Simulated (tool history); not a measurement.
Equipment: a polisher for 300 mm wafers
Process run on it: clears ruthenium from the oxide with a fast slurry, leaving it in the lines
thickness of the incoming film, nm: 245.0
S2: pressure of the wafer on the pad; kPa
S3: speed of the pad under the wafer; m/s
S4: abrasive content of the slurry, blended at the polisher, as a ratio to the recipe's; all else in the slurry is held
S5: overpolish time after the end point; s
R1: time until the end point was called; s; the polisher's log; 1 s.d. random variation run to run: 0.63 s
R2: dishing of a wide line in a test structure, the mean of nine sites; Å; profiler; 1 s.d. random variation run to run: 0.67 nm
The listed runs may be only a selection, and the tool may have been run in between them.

Run 1, hour 0: flow of slurry (ml/min) 320, S2 11 kPa, S3 1.3 m/s, S4 1, S5 27 s. Result: R1 71.655 s, R2 608.05 Å.
Run 2, hour 8.9: flow of slurry (ml/min) 320, S2 11 kPa, S3 1.3 m/s, S4 1, S5 22 s. Result: R1 73.123 s, R2 512.42 Å.
Run 3, hour 14.7: flow of slurry (ml/min) 320, S2 11.7 kPa, S3 1.3 m/s, S4 1, S5 21 s. Result: R1 69.009 s, R2 509.4 Å.
Run 4, hour 18.5: flow of slurry (ml/min) 320, S2 11.7 kPa, S3 1.3 m/s, S4 1, S5 30 s. Result: R1 69.203 s, R2 686.67 Å.
Run 5, hour 19.1: flow of slurry (ml/min) 320, S2 11.7 kPa, S3 1.04 m/s, S4 1, S5 30 s. Result: R1 84.371 s, R2 583.13 Å.
At hour 25: worn pad replaced by a new one.
Run 6, hour 25: flow of slurry (ml/min) 320, S2 13.1 kPa, S3 1.06 m/s, S4 1, S5 27 s. Result: R1 70.796 s, R2 616.32 Å.

Run 7, settings as shown, results not yet in. Your forecast:
Run 7, hour 30.3: flow of slurry (ml/min) 320, S2 13.1 kPa, S3 1.06 m/s, S4 1, S5 27 s. Result: R1 ?, R2 ?.

For run 7 the tool returned R1 70.423 s, R2 624.21 Å.

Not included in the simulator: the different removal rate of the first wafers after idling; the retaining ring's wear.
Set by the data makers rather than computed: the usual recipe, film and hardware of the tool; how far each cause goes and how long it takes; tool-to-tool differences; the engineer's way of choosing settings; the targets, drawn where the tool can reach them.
